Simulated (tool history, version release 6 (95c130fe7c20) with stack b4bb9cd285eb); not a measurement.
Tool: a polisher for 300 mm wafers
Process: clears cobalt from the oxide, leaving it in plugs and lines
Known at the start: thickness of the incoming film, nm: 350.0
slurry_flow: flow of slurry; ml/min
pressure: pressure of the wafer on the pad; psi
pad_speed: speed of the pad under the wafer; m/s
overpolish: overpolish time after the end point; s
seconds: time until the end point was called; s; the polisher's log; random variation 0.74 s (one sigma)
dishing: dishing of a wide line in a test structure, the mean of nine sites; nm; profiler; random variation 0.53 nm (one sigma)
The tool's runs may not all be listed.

run  hour  slurry_flow  pressure  pad_speed  overpolish  seconds  dishing
  1   0.0          245       2.4       1.02          12   47.807   54.325
  2   1.0          245       2.2       1.02          12   50.441   54.367
  3   5.8          245       2.0       1.00          11   53.979   49.191
  4   8.8          245       1.8       1.00          11   57.127   46.282
  5  13.7          245       1.6       1.00          11   61.310   44.069
  6  21.9          245       1.6       1.18          11   53.099   48.885
  7  26.6          245       1.5       1.14          11   55.903   46.586
  8  28.4          245       1.4       1.10          11   59.041   46.428
  9  32.0          245       1.3       1.06          11   64.258   43.481
     38.7  -- worn pad replaced by a new one
 10  38.7          245       1.2       1.04          11   62.200   42.820

The next listed run, before its measurement:
 11  40.2          235       1.1       0.86          11        ?        ?

seconds: 76.956 s
dishing: 37.501 nm

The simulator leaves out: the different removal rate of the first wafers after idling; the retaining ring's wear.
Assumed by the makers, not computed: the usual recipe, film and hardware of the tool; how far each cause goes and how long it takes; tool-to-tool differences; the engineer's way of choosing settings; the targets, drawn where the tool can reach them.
